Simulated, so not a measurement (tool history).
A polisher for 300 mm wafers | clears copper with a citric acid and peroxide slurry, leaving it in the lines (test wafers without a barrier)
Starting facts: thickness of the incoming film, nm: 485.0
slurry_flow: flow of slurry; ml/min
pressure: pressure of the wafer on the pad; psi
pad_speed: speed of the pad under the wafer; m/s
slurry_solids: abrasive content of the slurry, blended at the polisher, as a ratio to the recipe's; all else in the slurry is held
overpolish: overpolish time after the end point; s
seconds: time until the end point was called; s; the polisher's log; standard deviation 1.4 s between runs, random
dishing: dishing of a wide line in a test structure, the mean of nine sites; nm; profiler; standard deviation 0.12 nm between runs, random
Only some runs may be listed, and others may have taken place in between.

Run 1, day 0: slurry_flow 280 ml/min, pressure 3.2 psi, pad_speed 1.22 m/s, slurry_solids 1, overpolish 9 s. Result: seconds 175.42 s, dishing 17.109 nm.
Run 2, day 0.3: slurry_flow 285 ml/min, pressure 3.2 psi, pad_speed 1.22 m/s, slurry_solids 1, overpolish 8 s. Result: seconds 171.88 s, dishing 14.874 nm.
Run 3, day 0.438: slurry_flow 290 ml/min, pressure 3.2 psi, pad_speed 1.22 m/s, slurry_solids 1, overpolish 7 s. Result: seconds 175.12 s, dishing 13.513 nm.
Run 4, day 0.517: slurry_flow 315 ml/min, pressure 3.2 psi, pad_speed 1.22 m/s, slurry_solids 1, overpolish 6 s. Result: seconds 171.31 s, dishing 11.806 nm.
Run 5, day 0.833: slurry_flow 245 ml/min, pressure 3.2 psi, pad_speed 1.22 m/s, slurry_solids 1, overpolish 6 s. Result: seconds 176.29 s, dishing 11.518 nm.
Run 6, day 1.025: slurry_flow 245 ml/min, pressure 3.2 psi, pad_speed 1 m/s, slurry_solids 1, overpolish 6 s. Result: seconds 215.66 s, dishing 9.6651 nm.
Run 7, day 1.283: slurry_flow 245 ml/min, pressure 3.4 psi, pad_speed 1 m/s, slurry_solids 1, overpolish 5 s. Result: seconds 203.67 s, dishing 8.141 nm.
Run 8, day 1.342: slurry_flow 250 ml/min, pressure 3.6 psi, pad_speed 1 m/s, slurry_solids 1, overpolish 5 s. Result: seconds 197.29 s, dishing 8.8393 nm.
Run 9, day 1.6: slurry_flow 255 ml/min, pressure 3.8 psi, pad_speed 1 m/s, slurry_solids 1, overpolish 5 s. Result: seconds 188.03 s, dishing 9.1468 nm.
Run 10, day 1.675: slurry_flow 260 ml/min, pressure 3.9 psi, pad_speed 1 m/s, slurry_solids 1, overpolish 5 s. Result: seconds 182.04 s, dishing 9.3577 nm.

Run 11, settings as shown, results not yet in. Your forecast:
Run 11, day 1.808: slurry_flow 265 ml/min, pressure 4 psi, pad_speed 1 m/s, slurry_solids 1, overpolish 5 s. Result: seconds ?, dishing ?.

Run 11 measured seconds 176.75 s, dishing 9.511 nm.
